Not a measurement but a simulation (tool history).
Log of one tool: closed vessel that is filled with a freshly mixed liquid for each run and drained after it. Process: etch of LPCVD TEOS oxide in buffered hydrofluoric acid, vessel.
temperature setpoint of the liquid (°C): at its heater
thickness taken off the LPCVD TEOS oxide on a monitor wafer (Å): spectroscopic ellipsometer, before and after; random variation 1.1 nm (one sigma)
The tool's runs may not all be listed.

run	hour	temperature setpoint of the liquid (°C)	parts of 40 % ammonium fluoride to one part of 49 % hydrofluoric acid (parts by volume)	time in the liquid (s)	thickness taken off the LPCVD TEOS oxide on a monitor wafer (Å)
1	0	21	22	30	658.21
2	7.4	19.5	22	30	610.19
3	14.6	22	18	30	832.79
4	15.5	24	15	30	1107
5	19.5	25.5	13.5	30	1329.1
6	20.8	26.5	12.5	30	1512.2
7	22.1	27	12	30	1619.2
8	27.6	27.5	11.5	30	1739.7
9	32.3	29	10	30	2166.9
10	40.8	28.5	10	30	2106.5

Forecast run 11:
11	48.6	28	10	30	?

Run 11 gave thickness taken off the LPCVD TEOS oxide on a monitor wafer (Å) 2067.

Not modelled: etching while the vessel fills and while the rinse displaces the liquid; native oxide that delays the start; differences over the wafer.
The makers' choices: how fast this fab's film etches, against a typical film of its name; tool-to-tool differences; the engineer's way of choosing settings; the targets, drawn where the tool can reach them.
